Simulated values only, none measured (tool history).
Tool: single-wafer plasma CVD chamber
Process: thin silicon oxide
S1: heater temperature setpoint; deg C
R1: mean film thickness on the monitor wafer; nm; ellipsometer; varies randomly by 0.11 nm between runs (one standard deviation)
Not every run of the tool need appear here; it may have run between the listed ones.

{"run": 1, "hour": 0.0, "S1": 415, "chamber pressure (Torr)": 0.935, "RF power (kW)": 0.315, "deposition time (s)": 12.3, "R1": 24.596}
{"run": 2, "hour": 1.7, "S1": 415, "chamber pressure (Torr)": 0.907, "RF power (kW)": 0.315, "deposition time (s)": 12.3, "R1": 24.039}
{"run": 3, "hour": 7.7, "S1": 415, "chamber pressure (Torr)": 0.884, "RF power (kW)": 0.315, "deposition time (s)": 12.3, "R1": 23.723}
{"run": 4, "hour": 16.1, "S1": 415, "chamber pressure (Torr)": 1.043, "RF power (kW)": 0.315, "deposition time (s)": 12.3, "R1": 25.855}
{"run": 5, "hour": 24.3, "S1": 415, "chamber pressure (Torr)": 1.043, "RF power (kW)": 0.315, "deposition time (s)": 12.7, "R1": 26.82}
{"run": 6, "hour": 32.3, "S1": 415, "chamber pressure (Torr)": 0.98, "RF power (kW)": 0.31, "deposition time (s)": 12.7, "R1": 25.843}
{"run": 7, "hour": 39.4, "S1": 415, "chamber pressure (Torr)": 0.928, "RF power (kW)": 0.305, "deposition time (s)": 12.7, "R1": 25.003}
{"run": 8, "hour": 45.9, "S1": 415, "chamber pressure (Torr)": 0.886, "RF power (kW)": 0.3, "deposition time (s)": 12.7, "R1": 24.278}

Predict the results of run 9:
{"run": 9, "hour": 49.9, "S1": 415, "chamber pressure (Torr)": 0.852, "RF power (kW)": 0.295, "deposition time (s)": 12.7, "R1": "?"}

Logged for run 9: R1 23.323 nm.
